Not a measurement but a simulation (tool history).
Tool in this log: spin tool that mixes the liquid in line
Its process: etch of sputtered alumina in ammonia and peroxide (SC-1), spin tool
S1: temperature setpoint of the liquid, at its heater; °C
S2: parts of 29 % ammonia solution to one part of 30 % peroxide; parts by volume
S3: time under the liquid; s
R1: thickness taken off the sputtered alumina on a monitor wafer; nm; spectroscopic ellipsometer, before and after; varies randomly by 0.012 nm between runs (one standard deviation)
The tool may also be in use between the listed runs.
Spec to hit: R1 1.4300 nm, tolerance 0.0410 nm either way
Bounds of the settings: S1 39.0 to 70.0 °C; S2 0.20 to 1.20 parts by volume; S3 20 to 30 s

run,day,S1,S2,S3,R1
1,0.000,55.0,0.80,30,2.8491
2,0.254,53.5,0.80,30,2.6487
3,0.417,53.5,0.95,30,2.6818
4,0.504,53.5,0.70,30,2.6055
5,0.567,53.5,0.70,30,2.6202
6,0.650,52.0,0.70,30,2.4241
7,0.996,51.0,0.70,30,2.2864
8,1.325,50.0,0.70,30,2.1813
9,1.642,50.0,0.70,30,2.1590
10,1.767,49.0,0.70,30,2.0586
11,1.983,48.0,0.70,30,1.9231
12,2.333,47.5,0.70,30,1.8818
13,2.604,47.0,0.70,30,1.8244
14,2.883,46.5,0.70,30,1.7941
15,2.950,46.0,0.70,30,1.7237
16,3.100,45.5,0.70,30,1.6687
17,3.238,45.0,0.70,30,1.6490
18,3.454,44.5,0.70,30,1.6189
19,3.479,44.0,0.70,30,1.5669

Pick the move, out of 4, that brings all results within their allowed miss; only one does.
A,3.504,47.0,0.45,30,?
B,3.504,45.5,0.75,30,?
C,3.504,42.0,1.00,30,?
D,3.504,45.5,0.90,30,?

move,R1
A,1.7813
B,1.7206
C,1.4511
D,1.7507
A: lands further from the targets than the last run did
B: lands further from the targets than the last run did
C: all results in spec
D: lands further from the targets than the last run did
So the answer is move C, the one that meets all the targets.

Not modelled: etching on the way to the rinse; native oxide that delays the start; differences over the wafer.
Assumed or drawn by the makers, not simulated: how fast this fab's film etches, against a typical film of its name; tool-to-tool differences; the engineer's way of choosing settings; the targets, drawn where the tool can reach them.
